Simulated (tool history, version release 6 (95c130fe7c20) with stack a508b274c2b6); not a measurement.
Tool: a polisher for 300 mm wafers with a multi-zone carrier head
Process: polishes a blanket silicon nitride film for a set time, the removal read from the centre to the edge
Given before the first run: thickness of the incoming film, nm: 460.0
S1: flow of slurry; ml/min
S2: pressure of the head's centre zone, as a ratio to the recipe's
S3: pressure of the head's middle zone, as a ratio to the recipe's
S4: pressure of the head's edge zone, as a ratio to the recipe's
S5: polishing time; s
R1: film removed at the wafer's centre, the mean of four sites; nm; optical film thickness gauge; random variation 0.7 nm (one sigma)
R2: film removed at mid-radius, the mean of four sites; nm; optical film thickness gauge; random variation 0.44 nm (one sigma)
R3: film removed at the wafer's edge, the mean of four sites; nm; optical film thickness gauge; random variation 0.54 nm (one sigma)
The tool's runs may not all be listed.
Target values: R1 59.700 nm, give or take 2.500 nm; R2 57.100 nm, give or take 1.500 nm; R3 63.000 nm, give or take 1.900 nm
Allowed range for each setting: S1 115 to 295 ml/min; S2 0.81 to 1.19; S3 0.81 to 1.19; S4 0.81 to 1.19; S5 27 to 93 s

run,hour,S1,S2,S3,S4,S5,R1,R2,R3
1,0.0,190,1.00,1.00,1.00,59,72.139,71.558,71.478
2,3.9,190,1.00,0.95,1.00,59,73.460,68.917,70.658
3,11.6,175,0.96,0.91,0.99,58,68.850,64.421,68.532
4,18.6,175,0.96,0.91,0.99,50,59.035,55.131,59.296
5,20.2,185,0.96,0.91,1.01,50,59.018,56.247,60.095
6,26.0,185,0.96,0.91,1.01,55,66.028,61.635,65.294
7,30.6,170,0.94,0.90,1.01,55,62.444,59.998,65.970
8,37.4,160,0.94,0.90,0.99,55,60.400,59.972,65.195
9,40.1,145,0.97,0.86,0.95,54,61.451,54.825,61.312
10,47.9,145,0.96,0.87,0.96,54,61.401,55.028,61.416

Consider the 5 candidate settings below. Which is the only one whose results all fall within their allowed miss of target?
A,55.7,145,0.98,0.81,1.06,55,?,?,?
B,55.7,115,0.95,0.81,0.95,59,?,?,?
C,55.7,235,0.95,0.96,0.96,48,?,?,?
D,55.7,180,0.99,0.85,0.96,50,?,?,?
E,55.7,160,0.92,0.87,0.96,54,?,?,?

move,R1,R2,R3
A,63.759,53.417,65.153
B,61.793,53.888,63.487
C,59.336,58.395,57.527
D,61.528,52.777,58.229
E,60.191,56.834,61.855
A: lands further from the targets than the last run did
B: lands further from the targets than the last run did
C: meets the target for the result that was furthest off, but another lies outside its allowed miss
D: lands further from the targets than the last run did
E: each result inside its tolerance
Move E is the one to make.
